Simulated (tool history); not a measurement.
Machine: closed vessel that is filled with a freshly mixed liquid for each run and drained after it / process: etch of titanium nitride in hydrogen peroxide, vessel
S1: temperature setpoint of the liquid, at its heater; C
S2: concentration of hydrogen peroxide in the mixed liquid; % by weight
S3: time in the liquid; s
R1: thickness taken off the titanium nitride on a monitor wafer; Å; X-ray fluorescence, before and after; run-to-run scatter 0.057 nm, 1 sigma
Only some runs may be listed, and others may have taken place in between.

run	day	S1	S2	S3	R1
1	0	43	23.5	320	88.127
2	0.292	46.5	23.5	320	114.62
3	0.592	46.5	25.5	320	117.33
4	0.671	46.5	25.5	140	51.225
5	0.917	49	24.5	140	60.774
6	1.217	49	21.5	140	59.444
7	1.454	51	23	175	87.376
8	1.525	52.5	24.5	200	111.65
9	1.896	53.5	25	200	120.31
10	2.062	54.5	25.5	200	130.2

Forecast run 11:
11	2.379	55.5	26	200	?

R1: 139.77 Å
